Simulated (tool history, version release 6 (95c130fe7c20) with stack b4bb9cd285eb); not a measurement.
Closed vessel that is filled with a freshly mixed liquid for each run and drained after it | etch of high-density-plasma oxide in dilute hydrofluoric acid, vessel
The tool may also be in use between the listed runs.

run  hour  temperature setpoint of the liquid (°C)  parts of water to one part of 49 % hydrofluoric acid (parts by volume)  time in the liquid (s)  thickness taken off the high-density-plasma oxide on a monitor wafer (angstrom)
  1   0.0                                     24.0                                                                     155                    1435                                                                           651.85
  2   4.8                                     24.0                                                                     155                    1435                                                                           646.78
  3   6.6                                     26.5                                                                     115                    1465                                                                          1022.00
  4  11.8                                     28.0                                                                      85                    1485                                                                          1531.90
  5  20.5                                     29.0                                                                      65                    1495                                                                          2184.20
  6  27.8                                     29.0                                                                     120                    1495                                                                          1096.10
  7  28.5                                     29.5                                                                      90                    1495                                                                          1563.60

Expected results for the next run?
  8  34.7                                     29.5                                                                      90                    1495                                                                                ?

Run 8 yielded thickness taken off the high-density-plasma oxide on a monitor wafer (angstrom) 1562.50.
